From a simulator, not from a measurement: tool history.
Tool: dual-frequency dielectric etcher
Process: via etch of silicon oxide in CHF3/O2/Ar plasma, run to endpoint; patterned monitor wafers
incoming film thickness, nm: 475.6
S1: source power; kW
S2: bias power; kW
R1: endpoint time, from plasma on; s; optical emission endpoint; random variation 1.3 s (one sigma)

run    day     S1     S2      R1
  1  0.000  0.730  0.149  227.41
  2  0.142  0.780  0.152  221.71
  3  0.233  0.780  0.131  227.81
  4  0.446  0.830  0.131  220.29
  5  0.496  0.860  0.134  218.25
  6  0.779  0.890  0.140  211.64
  7  0.896  0.910  0.142  210.57
  8  1.117  0.930  0.146  205.98

Run 9 comes next. What will it give?
  9  1.300  0.950  0.148   ?

Run 9 gave R1 205.57 s.

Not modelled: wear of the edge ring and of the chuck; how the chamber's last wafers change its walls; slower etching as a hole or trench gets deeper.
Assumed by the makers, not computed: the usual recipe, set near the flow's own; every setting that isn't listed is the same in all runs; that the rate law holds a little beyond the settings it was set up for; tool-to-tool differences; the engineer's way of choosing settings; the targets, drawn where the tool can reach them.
